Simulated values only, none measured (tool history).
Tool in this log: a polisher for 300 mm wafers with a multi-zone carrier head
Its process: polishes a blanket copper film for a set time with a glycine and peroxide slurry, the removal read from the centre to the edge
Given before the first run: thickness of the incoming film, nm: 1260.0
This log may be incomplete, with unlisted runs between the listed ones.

run  hour  flow of slurry (ml/min)  pressure of the head's centre zone  pressure of the head's middle zone  pressure of the head's edge zone  polishing time (s)  film removed at the wafer's centre (angstrom)  film removed at mid-radius (angstrom)  film removed at the wafer's edge (angstrom)
  1   0.0                      135                                1.00                                1.00                              1.00                  52                                         1911.0                                 1803.2                                       1885.7
  2   7.3                      135                                1.08                                1.00                              1.00                  52                                         2058.7                                 1849.9                                       1877.2
  3  13.3                      135                                1.08                                1.00                              1.07                  52                                         2041.8                                 1848.5                                       1885.7
  4  15.9                      125                                1.04                                1.01                              1.08                  51                                         1898.1                                 1782.8                                       1879.4
  5  24.6                      120                                1.01                                1.02                              1.07                  49                                         1761.1                                 1693.2                                       1783.0
  6  29.0                      120                                0.93                                1.02                              1.07                  49                                         1623.0                                 1733.7                                       1796.0
  7  37.5                      115                                0.93                                1.02                              1.06                  49                                         1611.3                                 1732.2                                       1776.2

Estimate the outcome of run 8 from the log above:
  8  42.6                       90                                0.93                                0.96                              1.03                  48                                              ?                                      ?                                            ?

{"run 8": {"film removed at the wafer's centre (angstrom)": 1442.3, "film removed at mid-radius (angstrom)": 1478.0, "film removed at the wafer's edge (angstrom)": 1620.3}}
